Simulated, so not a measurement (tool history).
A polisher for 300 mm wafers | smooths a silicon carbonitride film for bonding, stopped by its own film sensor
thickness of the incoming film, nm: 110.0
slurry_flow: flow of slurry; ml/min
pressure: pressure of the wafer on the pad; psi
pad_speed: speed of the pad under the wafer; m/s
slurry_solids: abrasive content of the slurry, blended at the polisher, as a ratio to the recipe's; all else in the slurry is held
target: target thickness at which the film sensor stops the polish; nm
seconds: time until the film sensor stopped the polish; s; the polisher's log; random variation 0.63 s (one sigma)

Run 1, hour 0.0: slurry_flow 130 ml/min, pressure 2.2 psi, pad_speed 1.06 m/s, slurry_solids 1.0, target 95 nm. Result: seconds 61.731 s.
Run 2, hour 1.2: slurry_flow 130 ml/min, pressure 2.4 psi, pad_speed 1.08 m/s, slurry_solids 1.0, target 95 nm. Result: seconds 56.296 s.
Run 3, hour 4.6: slurry_flow 130 ml/min, pressure 2.6 psi, pad_speed 1.10 m/s, slurry_solids 1.0, target 95 nm. Result: seconds 51.718 s.
Run 4, hour 8.3: slurry_flow 130 ml/min, pressure 2.4 psi, pad_speed 1.10 m/s, slurry_solids 1.0, target 95 nm. Result: seconds 55.581 s.
Run 5, hour 9.9: slurry_flow 130 ml/min, pressure 2.6 psi, pad_speed 1.12 m/s, slurry_solids 1.0, target 95 nm. Result: seconds 51.415 s.
Run 6, hour 18.6: slurry_flow 130 ml/min, pressure 2.7 psi, pad_speed 1.14 m/s, slurry_solids 1.0, target 95 nm. Result: seconds 49.660 s.
Run 7, hour 20.0: slurry_flow 130 ml/min, pressure 2.8 psi, pad_speed 1.16 m/s, slurry_solids 1.0, target 95 nm. Result: seconds 47.235 s.

Forecast run 8:
Run 8, hour 21.6: slurry_flow 130 ml/min, pressure 2.9 psi, pad_speed 1.16 m/s, slurry_solids 1.0, target 95 nm. Result: seconds ?.

{"run 8": {"seconds": 47.239}}

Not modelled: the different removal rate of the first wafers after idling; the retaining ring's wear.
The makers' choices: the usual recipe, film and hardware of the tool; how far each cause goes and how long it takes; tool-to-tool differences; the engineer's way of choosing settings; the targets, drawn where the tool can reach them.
